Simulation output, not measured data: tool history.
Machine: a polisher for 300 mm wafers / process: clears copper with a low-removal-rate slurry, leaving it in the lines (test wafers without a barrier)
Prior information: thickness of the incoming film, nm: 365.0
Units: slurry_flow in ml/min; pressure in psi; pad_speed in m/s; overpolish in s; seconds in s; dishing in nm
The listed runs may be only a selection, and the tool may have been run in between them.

run  hour  slurry_flow  pressure  pad_speed  slurry_solids  overpolish  seconds  dishing
  1   0.0          265       3.8       1.24            1.0          17   82.659   52.282
  2   5.4          265       4.0       1.24            1.0          16   79.635   52.362
  3  13.4          265       4.2       1.26            1.0          15   76.304   52.921
  4  16.5          265       4.2       1.26            1.0          10   75.016   37.163
  5  21.3          265       4.4       1.26            1.0          10   71.546   38.634
  6  27.5          265       4.4       1.02            1.0          10   85.809   32.839
  7  28.8          265       4.6       1.04            1.0          10   83.214   34.102
  8  30.6          265       4.8       1.06            1.0          10   80.240   36.586
  9  31.6          265       4.9       1.10            1.0          10   71.113   38.424
 10  36.9          265       4.9       1.10            1.0          10   74.249   37.619
 11  41.4          265       5.0       1.12            1.0          10   70.317   39.517
 12  47.5          265       5.1       1.12            1.0          10   70.286   39.939
 13  50.9          265       5.2       1.14            1.0          10   65.096   42.811
 14  58.4          265       5.3       1.14            1.0          10   64.430   42.496
 15  64.5          265       5.4       1.14            1.0          10   64.073   43.136
 16  67.9          265       5.5       1.14            1.0          10   62.235   44.342

Forecast run 17:
 17  69.6          265       5.6       1.14            1.0          10        ?        ?

Run 17 yielded seconds 61.299 s, dishing 44.406 nm.
